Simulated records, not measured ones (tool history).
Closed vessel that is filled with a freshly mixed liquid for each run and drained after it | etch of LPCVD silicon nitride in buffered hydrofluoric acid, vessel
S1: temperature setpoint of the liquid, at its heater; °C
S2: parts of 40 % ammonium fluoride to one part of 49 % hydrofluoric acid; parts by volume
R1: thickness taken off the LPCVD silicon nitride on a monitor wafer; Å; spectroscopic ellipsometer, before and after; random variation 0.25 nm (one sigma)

{"run": 1, "day": 0.0, "S1": 22.0, "S2": 11, "time in the liquid (s)": 2455, "R1": 321.08}
{"run": 2, "day": 0.4, "S1": 25.5, "S2": 11, "time in the liquid (s)": 2455, "R1": 384.28}
{"run": 3, "day": 0.75, "S1": 24.5, "S2": 11, "time in the liquid (s)": 2455, "R1": 363.5}
{"run": 4, "day": 0.812, "S1": 24.0, "S2": 11, "time in the liquid (s)": 2455, "R1": 356.53}
{"run": 5, "day": 1.142, "S1": 24.0, "S2": 10, "time in the liquid (s)": 2455, "R1": 377.66}
{"run": 6, "day": 1.25, "S1": 23.5, "S2": 10, "time in the liquid (s)": 2455, "R1": 362.13}

Forecast run 7:
{"run": 7, "day": 1.546, "S1": 23.0, "S2": 10, "time in the liquid (s)": 2455, "R1": "?"}

Run 7 gave R1 358.05 Å.

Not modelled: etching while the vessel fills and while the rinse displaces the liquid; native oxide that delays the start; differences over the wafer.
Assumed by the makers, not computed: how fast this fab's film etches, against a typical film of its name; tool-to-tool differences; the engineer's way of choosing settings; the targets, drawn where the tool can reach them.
